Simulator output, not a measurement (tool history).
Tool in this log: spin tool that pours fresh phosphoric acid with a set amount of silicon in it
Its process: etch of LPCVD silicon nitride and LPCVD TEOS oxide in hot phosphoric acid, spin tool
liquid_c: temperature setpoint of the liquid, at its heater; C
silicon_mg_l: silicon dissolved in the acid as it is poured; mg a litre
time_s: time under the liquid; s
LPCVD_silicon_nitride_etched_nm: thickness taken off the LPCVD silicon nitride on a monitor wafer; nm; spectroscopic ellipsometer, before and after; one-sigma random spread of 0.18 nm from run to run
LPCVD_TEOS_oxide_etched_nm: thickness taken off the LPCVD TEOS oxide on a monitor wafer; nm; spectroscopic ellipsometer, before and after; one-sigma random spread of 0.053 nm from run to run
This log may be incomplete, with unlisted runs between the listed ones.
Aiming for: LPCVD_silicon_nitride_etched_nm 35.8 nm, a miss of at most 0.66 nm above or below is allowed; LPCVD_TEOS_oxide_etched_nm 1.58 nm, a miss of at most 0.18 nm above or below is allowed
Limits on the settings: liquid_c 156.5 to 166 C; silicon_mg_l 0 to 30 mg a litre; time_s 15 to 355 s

run	hour	liquid_c	silicon_mg_l	time_s	LPCVD_silicon_nitride_etched_nm	LPCVD_TEOS_oxide_etched_nm
1	0	161	13	180	17.829	0.66395
2	1.4	163	13	180	19.202	0.79998
3	4.5	163.5	13.5	195	20.957	0.83607
4	7.8	164	13	205	22.87	0.93638
5	12.8	164	13	145	15.899	0.67939
6	21.6	164	12.5	165	18.148	0.80121
7	22.3	164	12.5	180	19.92	0.82357
8	29	164	11.5	190	20.938	0.92832
9	35.7	164	11.5	200	22.117	0.98979

Pick the move, out of 5, that brings all results within their allowed miss; only one does.
A	42.4	166	4.5	330	?	?
B	42.4	161	13.5	140	?	?
C	42.4	164	11	325	?	?
D	42.4	162	24	160	?	?
E	42.4	165	18	125	?	?

move	LPCVD_silicon_nitride_etched_nm	LPCVD_TEOS_oxide_etched_nm
A	38.876	2.0355
B	13.981	0.49283
C	35.854	1.5111
D	16.52	0.45286
E	14.251	0.52553
A: carries the result that was furthest off beyond its target, to the other side
B: the biggest miss grows against the last run
C: every result lands within tolerance
D: the biggest miss grows against the last run
E: the biggest miss grows against the last run
Move C is the one to make.
